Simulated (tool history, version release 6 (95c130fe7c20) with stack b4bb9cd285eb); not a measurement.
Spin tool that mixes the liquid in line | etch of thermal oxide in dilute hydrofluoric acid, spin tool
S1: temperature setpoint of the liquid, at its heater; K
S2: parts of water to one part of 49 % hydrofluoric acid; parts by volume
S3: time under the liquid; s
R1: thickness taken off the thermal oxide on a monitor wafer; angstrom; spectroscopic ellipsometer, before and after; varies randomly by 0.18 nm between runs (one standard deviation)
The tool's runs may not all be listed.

run,hour,S1,S2,S3,R1
1,0.0,295.15,280,295,33.117
2,7.6,296.15,230,295,43.750
3,13.5,296.15,145,295,78.011
4,21.1,296.15,145,320,83.461
5,25.2,294.65,145,320,78.289
6,33.8,293.15,145,320,72.713
7,35.4,295.15,140,320,83.503

Run 8 comes next. What will it give?
8,38.2,296.65,135,320,?

R1: 92.598 angstrom
